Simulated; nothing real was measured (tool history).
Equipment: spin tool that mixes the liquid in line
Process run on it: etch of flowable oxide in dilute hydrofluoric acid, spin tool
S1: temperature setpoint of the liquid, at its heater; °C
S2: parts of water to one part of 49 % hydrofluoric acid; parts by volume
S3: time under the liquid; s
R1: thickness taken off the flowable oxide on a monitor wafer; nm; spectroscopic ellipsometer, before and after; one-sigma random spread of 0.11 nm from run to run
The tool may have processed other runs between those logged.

{"run": 1, "hour": 0.0, "S1": 21, "S2": 90, "S3": 45, "R1": 19.937}
{"run": 2, "hour": 3.2, "S1": 21, "S2": 90, "S3": 35, "R1": 15.341}
{"run": 3, "hour": 9.9, "S1": 24, "S2": 90, "S3": 35, "R1": 17.154}
{"run": 4, "hour": 12.0, "S1": 23, "S2": 95, "S3": 35, "R1": 15.618}
{"run": 5, "hour": 19.2, "S1": 22.5, "S2": 100, "S3": 35, "R1": 14.321}
{"run": 6, "hour": 25.6, "S1": 22, "S2": 100, "S3": 35, "R1": 14.055}
{"run": 7, "hour": 28.6, "S1": 21, "S2": 100, "S3": 35, "R1": 13.672}
{"run": 8, "hour": 33.5, "S1": 20.5, "S2": 100, "S3": 35, "R1": 13.228}
{"run": 9, "hour": 35.7, "S1": 20, "S2": 100, "S3": 35, "R1": 12.999}

The next listed run, before its measurement:
{"run": 10, "hour": 39.1, "S1": 19.5, "S2": 100, "S3": 35, "R1": "?"}

Run 10 produced R1 12.754 nm.

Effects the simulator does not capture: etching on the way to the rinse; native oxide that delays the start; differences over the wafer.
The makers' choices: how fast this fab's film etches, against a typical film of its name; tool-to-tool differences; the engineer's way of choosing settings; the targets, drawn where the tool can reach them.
